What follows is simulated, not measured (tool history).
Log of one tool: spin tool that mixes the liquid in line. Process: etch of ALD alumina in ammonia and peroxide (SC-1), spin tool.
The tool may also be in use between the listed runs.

run    day  temperature setpoint of the liquid (C)  parts of 29 % ammonia solution to one part of 30 % peroxide (parts by volume)  time under the liquid (s)  thickness taken off the ALD alumina on a monitor wafer (nm)
  1  0.000                                    49.0                                                                           0.65                        315                                                      14.8480
  2  0.067                                    42.0                                                                           0.65                        315                                                       9.8852
  3  0.338                                    41.0                                                                           0.65                        315                                                       9.4282
  4  0.392                                    41.0                                                                           0.65                        340                                                      10.1460
  5  0.658                                    41.0                                                                           0.85                        340                                                      10.5190
  6  0.688                                    44.0                                                                           0.85                        340                                                      12.4020
  7  0.771                                    43.0                                                                           0.85                        340                                                      11.6540
  8  1.033                                    42.5                                                                           0.85                        340                                                      11.3810
  9  1.292                                    42.0                                                                           0.85                        340                                                      11.2180
 10  1.442                                    41.5                                                                           0.85                        340                                                      10.8330
 11  1.488                                    41.0                                                                           0.85                        340                                                      10.4400
 12  1.692                                    40.5                                                                           0.85                        340                                                      10.1170

Expected results for the next run?
 13  1.796                                    40.0                                                                           0.85                        340                                                            ?

thickness taken off the ALD alumina on a monitor wafer (nm): 9.8837
